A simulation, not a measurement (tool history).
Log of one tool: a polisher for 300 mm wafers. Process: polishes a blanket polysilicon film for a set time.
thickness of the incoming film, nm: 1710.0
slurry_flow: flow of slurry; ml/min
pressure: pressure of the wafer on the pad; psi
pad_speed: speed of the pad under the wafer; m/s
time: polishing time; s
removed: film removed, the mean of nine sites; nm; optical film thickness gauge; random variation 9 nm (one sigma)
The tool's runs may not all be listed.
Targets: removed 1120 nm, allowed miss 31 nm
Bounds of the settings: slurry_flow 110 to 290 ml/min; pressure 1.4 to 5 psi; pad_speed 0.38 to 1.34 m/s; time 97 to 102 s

| run | hour | slurry_flow | pressure | pad_speed | time | removed |
|---|---|---|---|---|---|---|
| 1 | 0 | 185 | 3.2 | 0.86 | 97 | 931.51 |
| 2 | 5.7 | 190 | 3.3 | 0.86 | 97 | 959.37 |
| 3 | 8.8 | 190 | 3.3 | 0.86 | 102 | 1001.7 |
| 4 | 12.9 | 190 | 4.1 | 0.86 | 102 | 1260.7 |
| 5 | 20.6 | 190 | 4.1 | 1.06 | 102 | 1468.5 |
| 6 | 21.3 | 190 | 4.1 | 1.06 | 102 | 1463.2 |
| 7 | 28.4 | 190 | 4 | 1.06 | 102 | 1429.1 |
| 8 | 37.1 | 190 | 3.9 | 1.06 | 102 | 1408.2 |

4 next moves are on the table. One of them brings every result within its allowed miss. Which?
| A | 45.8 | 210 | 3.8 | 0.76 | 97 | ? |
| B | 45.8 | 120 | 4.1 | 0.8 | 98 | ? |
| C | 45.8 | 170 | 3.6 | 0.96 | 97 | ? |
| D | 45.8 | 185 | 3.3 | 0.96 | 97 | ? |

| move | removed |
|---|---|
| A | 1028.8 |
| B | 1044.1 |
| C | 1120.9 |
| D | 1044.4 |
A: takes the result that was furthest off past its target
B: takes the result that was furthest off past its target
C: meets every target
D: takes the result that was furthest off past its target
The right move is C.
